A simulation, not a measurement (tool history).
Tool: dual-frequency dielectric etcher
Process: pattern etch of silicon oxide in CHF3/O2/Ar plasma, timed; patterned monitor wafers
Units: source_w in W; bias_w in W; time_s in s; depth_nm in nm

run  hour  source_w  bias_w  time_s  depth_nm
  1     0       700     144   420.5    834.27
  2   3.4       780     144   420.5    877.72
  3   5.5       740     142   420.5    853.52
  4   6.9       710     141   420.5    841.47
  5   9.7       680     139   420.5    824.87
  6  10.8       660     138   420.5    804.32
  7  15.7       650     137   420.5     798.2
  8  19.6       640     136   420.5    788.93
  9  22.8       630     136   420.5    782.06
 10  31.7       620     136   420.5    783.11

Forecast run 11:
     38.9  -- bias power generator calibrated
 11  38.9       610     136   420.5         ?

Run 11 gave depth_nm 776.45 nm.
